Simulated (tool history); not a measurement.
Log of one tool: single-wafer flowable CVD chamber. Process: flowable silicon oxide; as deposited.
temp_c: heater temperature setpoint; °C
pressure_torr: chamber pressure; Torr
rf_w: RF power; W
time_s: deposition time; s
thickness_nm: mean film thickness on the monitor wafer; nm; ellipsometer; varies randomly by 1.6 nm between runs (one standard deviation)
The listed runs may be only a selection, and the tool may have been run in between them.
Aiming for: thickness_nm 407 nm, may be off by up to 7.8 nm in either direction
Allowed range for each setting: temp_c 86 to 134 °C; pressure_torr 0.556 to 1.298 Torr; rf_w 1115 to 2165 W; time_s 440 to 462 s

{"run": 1, "hour": 0.0, "temp_c": 110, "pressure_torr": 0.927, "rf_w": 1640, "time_s": 462, "thickness_nm": 251.75}
{"run": 2, "hour": 7.2, "temp_c": 108, "pressure_torr": 0.927, "rf_w": 1640, "time_s": 462, "thickness_nm": 268.91}
{"run": 3, "hour": 10.1, "temp_c": 106, "pressure_torr": 0.927, "rf_w": 1640, "time_s": 462, "thickness_nm": 285.37}
{"run": 4, "hour": 18.3, "temp_c": 106, "pressure_torr": 1.021, "rf_w": 1640, "time_s": 462, "thickness_nm": 317.57}
{"run": 5, "hour": 26.2, "temp_c": 106, "pressure_torr": 1.122, "rf_w": 1640, "time_s": 462, "thickness_nm": 341.99}
{"run": 6, "hour": 34.9, "temp_c": 105, "pressure_torr": 1.122, "rf_w": 1640, "time_s": 462, "thickness_nm": 352.3}
{"run": 7, "hour": 39.5, "temp_c": 104, "pressure_torr": 1.122, "rf_w": 1640, "time_s": 462, "thickness_nm": 365.3}
{"run": 8, "hour": 43.9, "temp_c": 102, "pressure_torr": 1.123, "rf_w": 1640, "time_s": 462, "thickness_nm": 388.33}

5 next moves are on the table. One of them brings every result within its allowed miss. Which?
{"run": "A", "hour": 48.3, "temp_c": 105, "pressure_torr": 1.181, "rf_w": 1760, "time_s": 462, "thickness_nm": "?"}
{"run": "B", "hour": 48.3, "temp_c": 103, "pressure_torr": 1.161, "rf_w": 1630, "time_s": 462, "thickness_nm": "?"}
{"run": "C", "hour": 48.3, "temp_c": 101, "pressure_torr": 1.063, "rf_w": 1685, "time_s": 455, "thickness_nm": "?"}
{"run": "D", "hour": 48.3, "temp_c": 104, "pressure_torr": 1.195, "rf_w": 1595, "time_s": 462, "thickness_nm": "?"}
{"run": "E", "hour": 48.3, "temp_c": 106, "pressure_torr": 1.298, "rf_w": 1795, "time_s": 462, "thickness_nm": "?"}

move=A thickness_nm=378.87
move=B thickness_nm=387.18
move=C thickness_nm=379.28
move=D thickness_nm=382.33
move=E thickness_nm=402.98
A: its largest miss is bigger than the last run's
B: its largest miss is bigger than the last run's
C: its largest miss is bigger than the last run's
D: its largest miss is bigger than the last run's
E: all results land within tolerance of their targets
Move E is the one to make.

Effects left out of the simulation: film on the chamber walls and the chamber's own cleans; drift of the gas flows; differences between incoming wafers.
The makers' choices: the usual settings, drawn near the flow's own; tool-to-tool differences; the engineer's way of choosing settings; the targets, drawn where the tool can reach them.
